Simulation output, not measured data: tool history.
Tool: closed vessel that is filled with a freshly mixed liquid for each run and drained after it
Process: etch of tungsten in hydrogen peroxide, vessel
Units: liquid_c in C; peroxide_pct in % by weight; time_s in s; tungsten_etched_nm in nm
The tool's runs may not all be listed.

run,hour,liquid_c,peroxide_pct,time_s,tungsten_etched_nm
1,0,45,25.5,30,33.18
2,5.2,45,28.5,30,34.78
3,13.8,46.5,28.5,30,38.369
4,20.3,40,28.5,30,25.347
5,22.2,40,23.5,30,22.816
6,24.5,43,23.5,30,28.054
7,29.8,51,23.5,30,46.344
8,31.3,51.5,23.5,30,47.646
9,33.8,52,23.5,30,49.176
10,37.2,52.5,23.5,30,50.517

Forecast run 11:
11,41.2,53.5,23.5,30,?

tungsten_etched_nm: 54.044 nm

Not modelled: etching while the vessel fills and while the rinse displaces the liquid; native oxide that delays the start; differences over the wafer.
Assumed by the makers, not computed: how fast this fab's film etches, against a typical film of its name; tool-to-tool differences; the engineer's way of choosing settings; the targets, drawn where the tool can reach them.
